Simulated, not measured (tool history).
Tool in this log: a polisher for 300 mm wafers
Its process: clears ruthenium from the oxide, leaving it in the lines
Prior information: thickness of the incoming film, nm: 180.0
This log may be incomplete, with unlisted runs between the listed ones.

| run | day | flow of slurry (ml/min) | pressure of the wafer on the pad (kPa) | speed of the pad under the wafer (cm/s) | overpolish time after the end point (s) | time until the end point was called (s) |
|---|---|---|---|---|---|---|
| 1 | 0 | 280 | 15.2 | 122 | 28 | 126.72 |
| 2 | 0.021 | 280 | 15.2 | 122 | 28 | 127.49 |
| 3 | 0.175 | 280 | 17.9 | 124 | 28 | 106.78 |
| 4 | 0.475 | 280 | 20 | 128 | 28 | 92.425 |
| 5 | 0.788 | 280 | 17.9 | 128 | 28 | 102.89 |
| 6 | 1.004 | 280 | 17.9 | 110 | 28 | 120.43 |
| 7 | 1.338 | 280 | 20 | 118 | 28 | 99.489 |
| 8 | 1.65 | 280 | 21.4 | 122 | 28 | 89.734 |
| 9 | 1.812 | 280 | 22.1 | 126 | 28 | 85.229 |
| 10 | 2.146 | 280 | 22.8 | 130 | 28 | 80.725 |
| 11 | 2.417 | 280 | 23.4 | 134 | 28 | 73.932 |
| 12 | 2.717 | 280 | 23.4 | 136 | 28 | 75.188 |
| 13 | 2.808 | 280 | 23.4 | 138 | 28 | 72.995 |

For run 14, what comes out?
| 14 | 2.938 | 280 | 23.4 | 140 | 28 | ? |

time until the end point was called (s): 73.074

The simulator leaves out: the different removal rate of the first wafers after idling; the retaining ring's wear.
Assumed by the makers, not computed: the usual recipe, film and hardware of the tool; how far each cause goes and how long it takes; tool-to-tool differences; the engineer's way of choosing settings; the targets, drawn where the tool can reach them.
